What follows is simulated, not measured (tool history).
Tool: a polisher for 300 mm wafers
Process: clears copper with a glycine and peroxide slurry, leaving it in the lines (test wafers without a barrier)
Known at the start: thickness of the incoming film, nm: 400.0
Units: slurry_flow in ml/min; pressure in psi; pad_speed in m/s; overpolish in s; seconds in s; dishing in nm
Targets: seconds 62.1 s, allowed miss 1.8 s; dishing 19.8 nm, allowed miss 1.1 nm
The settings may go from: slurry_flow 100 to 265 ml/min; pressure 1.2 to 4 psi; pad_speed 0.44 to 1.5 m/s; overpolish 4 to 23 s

run  hour  slurry_flow  pressure  pad_speed  overpolish  seconds  dishing
  1     0          170       2.6       0.96          12   73.939   44.667
  2   5.1          155       2.6       1.02          10     71.9   38.608
  3  13.1          140       2.5       1.12           8   69.656   32.708
  4  15.1          140       2.5       1.12           4   70.301   17.516
  5  19.5          150       2.6       1.12           4   67.355   18.718
  6  24.2          150       2.6       1.12           4   66.052   18.451
  7  25.1          155       2.6       1.12           4   66.354   18.863
  8    33          160       2.6       1.12           4   67.259   18.136
  9  34.5          160       2.7       1.12           4   64.181   19.061

4 next moves are on the table. One of them brings every result within its allowed miss. Which?
  A    36          170         3       1.02           4        ?        ?
  B    36          175         3       0.94           5        ?        ?
  C    36          155       2.8       1.06           5        ?        ?
  D    36          155       2.5       1.16           5        ?        ?

move  seconds  dishing
   A    62.72   19.268
   B   66.411   22.445
   C   65.574   22.657
   D   67.242   22.102
A: meets every target
B: further off than the last run
C: further off than the last run
D: further off than the last run
Answer: A
